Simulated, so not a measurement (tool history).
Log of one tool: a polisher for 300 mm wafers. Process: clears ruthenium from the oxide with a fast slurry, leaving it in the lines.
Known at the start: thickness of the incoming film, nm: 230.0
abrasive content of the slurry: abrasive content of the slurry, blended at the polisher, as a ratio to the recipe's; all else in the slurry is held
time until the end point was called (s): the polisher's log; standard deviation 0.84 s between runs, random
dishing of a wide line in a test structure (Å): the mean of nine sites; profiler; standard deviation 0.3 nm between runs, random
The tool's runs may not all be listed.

run	hour	flow of slurry (ml/min)	pressure of the wafer on the pad (psi)	speed of the pad under the wafer (m/s)	abrasive content of the slurry	overpolish time after the end point (s)	time until the end point was called (s)	dishing of a wide line in a test structure (Å)
1	0.0	235	2.7	1.02	1.0	10	67.896	287.31
2	4.0	215	2.7	1.02	1.0	10	67.848	272.45
3	11.7	215	2.7	1.02	1.0	12	68.197	331.97
4	16.7	215	2.3	1.02	1.0	12	78.068	289.07
5	19.3	215	2.3	1.02	1.0	11	80.761	267.31
6	20.2	215	2.4	1.02	1.0	10	77.272	251.48

Run 7 comes next. What will it give?
7	22.7	215	2.4	1.02	1.0	9	?	?

Run 7 gave time until the end point was called (s) 77.398, dishing of a wide line in a test structure (Å) 233.63.

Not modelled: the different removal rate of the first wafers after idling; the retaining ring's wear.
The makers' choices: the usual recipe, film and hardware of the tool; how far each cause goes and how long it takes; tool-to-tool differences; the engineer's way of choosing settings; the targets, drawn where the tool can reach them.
